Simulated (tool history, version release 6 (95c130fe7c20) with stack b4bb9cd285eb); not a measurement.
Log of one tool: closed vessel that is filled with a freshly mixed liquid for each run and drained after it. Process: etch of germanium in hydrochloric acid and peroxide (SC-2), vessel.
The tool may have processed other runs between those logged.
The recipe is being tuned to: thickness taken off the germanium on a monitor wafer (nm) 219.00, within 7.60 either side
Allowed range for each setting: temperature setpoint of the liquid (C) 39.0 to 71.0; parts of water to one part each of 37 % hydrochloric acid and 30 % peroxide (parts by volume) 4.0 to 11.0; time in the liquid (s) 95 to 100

| run | hour | temperature setpoint of the liquid (C) | parts of water to one part each of 37 % hydrochloric acid and 30 % peroxide (parts by volume) | time in the liquid (s) | thickness taken off the germanium on a monitor wafer (nm) |
|---|---|---|---|---|---|
| 1 | 0.0 | 55.0 | 6.0 | 95 | 168.35 |
| 2 | 5.7 | 55.0 | 7.5 | 95 | 163.26 |
| 3 | 12.7 | 59.0 | 7.5 | 95 | 186.90 |
| 4 | 14.5 | 56.0 | 7.5 | 95 | 172.12 |
| 5 | 20.4 | 57.0 | 7.5 | 95 | 175.83 |
| 6 | 26.6 | 58.0 | 7.5 | 95 | 184.06 |
| 7 | 29.1 | 58.5 | 7.5 | 95 | 185.55 |
| 8 | 37.8 | 59.0 | 7.5 | 95 | 186.61 |
| 9 | 38.7 | 59.5 | 7.5 | 95 | 192.01 |
| 10 | 42.3 | 60.0 | 7.5 | 95 | 190.15 |
| 11 | 47.5 | 60.5 | 7.5 | 95 | 195.92 |

Exercise: of the 4 proposed moves below, exactly one satisfies all targets within the stated allowed misses. Which move is it?
| A | 52.7 | 59.5 | 8.0 | 100 | ? |
| B | 52.7 | 67.0 | 6.0 | 95 | ? |
| C | 52.7 | 64.5 | 8.5 | 95 | ? |
| D | 52.7 | 64.5 | 7.5 | 100 | ? |

| move | thickness taken off the germanium on a monitor wafer (nm) |
|---|---|
| A | 200.44 |
| B | 241.71 |
| C | 219.26 |
| D | 233.28 |
A: closer than the last run, but not yet in spec
B: takes the biggest miss from the last run beyond its target
C: each result inside its tolerance
D: takes the biggest miss from the last run beyond its target
Go with C: it meets all targets.

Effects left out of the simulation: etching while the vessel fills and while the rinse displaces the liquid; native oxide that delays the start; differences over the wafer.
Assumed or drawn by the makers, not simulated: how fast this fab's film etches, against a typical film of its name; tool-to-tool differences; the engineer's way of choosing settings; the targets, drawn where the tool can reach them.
